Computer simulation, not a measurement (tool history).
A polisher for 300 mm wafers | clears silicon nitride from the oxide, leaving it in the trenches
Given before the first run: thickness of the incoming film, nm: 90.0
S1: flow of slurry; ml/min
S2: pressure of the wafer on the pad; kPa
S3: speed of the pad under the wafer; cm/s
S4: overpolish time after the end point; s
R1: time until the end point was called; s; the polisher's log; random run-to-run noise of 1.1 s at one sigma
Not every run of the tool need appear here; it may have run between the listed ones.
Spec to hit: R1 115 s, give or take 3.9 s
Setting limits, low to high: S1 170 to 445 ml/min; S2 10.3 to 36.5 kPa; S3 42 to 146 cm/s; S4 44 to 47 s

run  hour   S1    S2  S3  S4      R1
  1     0  285  23.4  94  44  81.879
  2   1.4  285  23.4  86  44  84.627
  3   2.7  285  22.8  86  44  88.571
  4   6.6  285  22.1  86  44  91.979
  5   7.8  285  26.9  86  44  76.387
  6  14.7  240  26.9  86  44  77.232
  7    21  240  25.5  86  44  80.646
  8  28.8  240  24.8  86  44  81.778
  9  32.3  240  24.1  86  44  85.381

Exactly one of the 5 candidate moves below puts every result within its allowed miss. Which one?
  A  35.8  310    20  74  44   ?
  B  35.8  225  22.1  74  45   ?
  C  35.8  170  17.2  90  44   ?
  D  35.8  185  29.6  98  47   ?
  E  35.8  295  23.4  94  44   ?

move      R1
   A  110.44
   B  103.87
   C  116.63
   D  66.436
   E  81.364
A: closes in on the targets versus the last run, not all within tolerance yet
B: closes in on the targets versus the last run, not all within tolerance yet
C: each result inside its tolerance
D: its largest miss is bigger than the last run's
E: its largest miss is bigger than the last run's
The right move is C.
